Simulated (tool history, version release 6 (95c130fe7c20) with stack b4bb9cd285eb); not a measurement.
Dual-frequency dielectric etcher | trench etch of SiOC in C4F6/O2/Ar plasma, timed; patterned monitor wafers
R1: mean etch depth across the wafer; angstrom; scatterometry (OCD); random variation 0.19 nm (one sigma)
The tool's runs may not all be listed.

Run 1, day 0.000: source power (kW) 0.420, bias power (kW) 0.257, etch time (s) 21.5. Result: R1 561.61 angstrom.
Run 2, day 0.100: source power (kW) 0.480, bias power (kW) 0.257, etch time (s) 21.5. Result: R1 574.86 angstrom.
Run 3, day 0.271: source power (kW) 0.460, bias power (kW) 0.248, etch time (s) 21.5. Result: R1 566.81 angstrom.
Run 4, day 0.354: source power (kW) 0.460, bias power (kW) 0.204, etch time (s) 21.5. Result: R1 535.64 angstrom.
Run 5, day 0.625: source power (kW) 0.460, bias power (kW) 0.247, etch time (s) 21.5. Result: R1 562.37 angstrom.
Run 6, day 0.704: source power (kW) 0.410, bias power (kW) 0.247, etch time (s) 21.5. Result: R1 549.24 angstrom.
Run 7, day 0.988: source power (kW) 0.400, bias power (kW) 0.242, etch time (s) 21.5. Result: R1 547.47 angstrom.
Run 8, day 1.329: source power (kW) 0.390, bias power (kW) 0.235, etch time (s) 21.5. Result: R1 530.72 angstrom.
Run 9, day 1.700: source power (kW) 0.380, bias power (kW) 0.233, etch time (s) 21.5. Result: R1 529.63 angstrom.
Run 10, day 1.967: source power (kW) 0.370, bias power (kW) 0.231, etch time (s) 21.5. Result: R1 524.90 angstrom.

Run 11 comes next. What will it give?
Run 11, day 2.029: source power (kW) 0.360, bias power (kW) 0.229, etch time (s) 21.5. Result: R1 ?.

{"run 11": {"R1": 519.01}}
